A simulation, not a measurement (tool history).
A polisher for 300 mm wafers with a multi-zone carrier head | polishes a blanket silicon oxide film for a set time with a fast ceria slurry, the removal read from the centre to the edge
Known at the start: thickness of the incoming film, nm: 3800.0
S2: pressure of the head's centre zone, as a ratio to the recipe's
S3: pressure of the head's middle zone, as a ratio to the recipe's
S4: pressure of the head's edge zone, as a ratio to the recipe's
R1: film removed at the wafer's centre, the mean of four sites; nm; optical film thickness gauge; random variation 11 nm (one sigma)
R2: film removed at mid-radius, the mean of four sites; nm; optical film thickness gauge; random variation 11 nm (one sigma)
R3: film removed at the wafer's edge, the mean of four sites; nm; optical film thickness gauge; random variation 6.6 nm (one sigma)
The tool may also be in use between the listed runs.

{"run": 1, "hour": 0.0, "flow of slurry (ml/min)": 170, "S2": 1.0, "S3": 1.0, "S4": 1.0, "polishing time (s)": 66, "R1": 829.53, "R2": 850.43, "R3": 848.52}
{"run": 2, "hour": 6.2, "flow of slurry (ml/min)": 155, "S2": 1.0, "S3": 1.0, "S4": 1.0, "polishing time (s)": 66, "R1": 853.48, "R2": 820.29, "R3": 846.34}
{"run": 3, "hour": 8.8, "flow of slurry (ml/min)": 165, "S2": 0.99, "S3": 1.0, "S4": 1.02, "polishing time (s)": 67, "R1": 852.96, "R2": 845.32, "R3": 864.5}
{"run": 4, "hour": 13.0, "flow of slurry (ml/min)": 125, "S2": 0.99, "S3": 1.0, "S4": 1.02, "polishing time (s)": 67, "R1": 791.93, "R2": 797.38, "R3": 835.12}
{"run": 5, "hour": 19.9, "flow of slurry (ml/min)": 125, "S2": 1.04, "S3": 1.0, "S4": 1.02, "polishing time (s)": 67, "R1": 827.28, "R2": 805.22, "R3": 835.16}
{"run": 6, "hour": 22.4, "flow of slurry (ml/min)": 125, "S2": 1.04, "S3": 1.09, "S4": 1.02, "polishing time (s)": 67, "R1": 814.14, "R2": 883.38, "R3": 834.14}
{"run": 7, "hour": 28.5, "flow of slurry (ml/min)": 135, "S2": 1.02, "S3": 1.09, "S4": 1.04, "polishing time (s)": 68, "R1": 858.59, "R2": 889.31, "R3": 860.47}
{"run": 8, "hour": 34.0, "flow of slurry (ml/min)": 130, "S2": 0.99, "S3": 1.09, "S4": 1.04, "polishing time (s)": 70, "R1": 829.08, "R2": 919.87, "R3": 889.98}
{"hour": 37.7, "done": "edge zone pressure recalibrated"}
{"run": 9, "hour": 37.7, "flow of slurry (ml/min)": 140, "S2": 0.97, "S3": 1.09, "S4": 1.06, "polishing time (s)": 70, "R1": 825.71, "R2": 918.35, "R3": 933.32}
{"run": 10, "hour": 43.3, "flow of slurry (ml/min)": 150, "S2": 0.96, "S3": 1.1, "S4": 1.07, "polishing time (s)": 70, "R1": 810.8, "R2": 937.29, "R3": 946.52}

Forecast run 11:
{"run": 11, "hour": 46.3, "flow of slurry (ml/min)": 200, "S2": 0.99, "S3": 1.13, "S4": 1.17, "polishing time (s)": 72, "R1": "?", "R2": "?", "R3": "?"}

{"run 11": {"R1": 943.35, "R2": 1033.7, "R3": 1049.0}}
